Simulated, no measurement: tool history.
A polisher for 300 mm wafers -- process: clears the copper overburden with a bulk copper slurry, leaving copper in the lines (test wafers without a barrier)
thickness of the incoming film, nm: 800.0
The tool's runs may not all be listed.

| run | hour | flow of slurry (ml/min) | pressure of the wafer on the pad (psi) | speed of the pad under the wafer (cm/s) | abrasive content of the slurry | overpolish time after the end point (s) | time until the end point was called (s) | dishing of a wide line in a test structure (Å) |
|---|---|---|---|---|---|---|---|---|
| 1 | 0.0 | 215 | 2.5 | 118 | 1.0 | 20 | 83.766 | 906.66 |
| 2 | 4.4 | 215 | 2.6 | 118 | 1.0 | 20 | 80.252 | 910.93 |
| 3 | 5.4 | 215 | 2.7 | 118 | 1.0 | 20 | 76.606 | 932.35 |
| 4 | 11.5 | 215 | 2.8 | 118 | 1.0 | 20 | 73.952 | 950.34 |
| 5 | 20.5 | 215 | 2.8 | 118 | 1.0 | 17 | 73.640 | 943.69 |
| 6 | 25.9 | 215 | 2.9 | 118 | 1.0 | 17 | 71.324 | 923.11 |

What does the tool deliver on the next run?
| 7 | 30.4 | 215 | 3.0 | 118 | 1.0 | 18 | ? | ? |

{"run 7": {"time until the end point was called (s)": 68.688, "dishing of a wide line in a test structure (Å)": 989.69}}

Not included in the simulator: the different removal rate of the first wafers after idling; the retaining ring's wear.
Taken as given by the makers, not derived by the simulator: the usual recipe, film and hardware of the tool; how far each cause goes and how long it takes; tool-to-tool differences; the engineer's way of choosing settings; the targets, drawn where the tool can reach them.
